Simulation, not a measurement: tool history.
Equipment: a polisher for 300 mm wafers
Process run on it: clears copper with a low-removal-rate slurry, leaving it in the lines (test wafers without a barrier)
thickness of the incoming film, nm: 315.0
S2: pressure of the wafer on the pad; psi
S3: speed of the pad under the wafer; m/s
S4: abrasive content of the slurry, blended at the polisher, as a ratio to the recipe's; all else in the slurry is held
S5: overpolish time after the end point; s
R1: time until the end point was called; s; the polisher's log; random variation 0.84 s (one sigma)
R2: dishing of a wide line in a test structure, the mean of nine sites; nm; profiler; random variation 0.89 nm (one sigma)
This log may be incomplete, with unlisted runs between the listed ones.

Run 1, day 0.000: flow of slurry (ml/min) 320, S2 2.4 psi, S3 1.16 m/s, S4 1.0, S5 12 s. Result: R1 114.930 s, R2 23.141 nm.
Run 2, day 0.333: flow of slurry (ml/min) 320, S2 2.5 psi, S3 1.16 m/s, S4 1.0, S5 12 s. Result: R1 111.170 s, R2 25.481 nm.
Run 3, day 0.617: flow of slurry (ml/min) 280, S2 2.5 psi, S3 1.16 m/s, S4 1.0, S5 12 s. Result: R1 112.080 s, R2 25.109 nm.
Run 4, day 0.833: flow of slurry (ml/min) 280, S2 2.6 psi, S3 1.16 m/s, S4 1.0, S5 12 s. Result: R1 109.160 s, R2 26.014 nm.
Run 5, day 0.896: flow of slurry (ml/min) 280, S2 2.2 psi, S3 1.16 m/s, S4 1.0, S5 12 s. Result: R1 126.920 s, R2 21.906 nm.
Run 6, day 1.021: flow of slurry (ml/min) 280, S2 2.2 psi, S3 1.16 m/s, S4 1.0, S5 17 s. Result: R1 128.420 s, R2 30.684 nm.
Run 7, day 1.346: flow of slurry (ml/min) 280, S2 2.8 psi, S3 1.18 m/s, S4 1.0, S5 13 s. Result: R1 97.993 s, R2 30.315 nm.
Run 8, day 1.712: flow of slurry (ml/min) 280, S2 2.9 psi, S3 1.18 m/s, S4 1.0, S5 13 s. Result: R1 96.057 s, R2 29.623 nm.
Run 9, day 1.888: flow of slurry (ml/min) 280, S2 3.0 psi, S3 1.18 m/s, S4 1.0, S5 13 s. Result: R1 92.041 s, R2 31.659 nm.

Expected results for the next run?
Run 10, day 2.158: flow of slurry (ml/min) 280, S2 3.1 psi, S3 1.18 m/s, S4 1.0, S5 13 s. Result: R1 ?, R2 ?.

R1: 88.686 s
R2: 33.148 nm
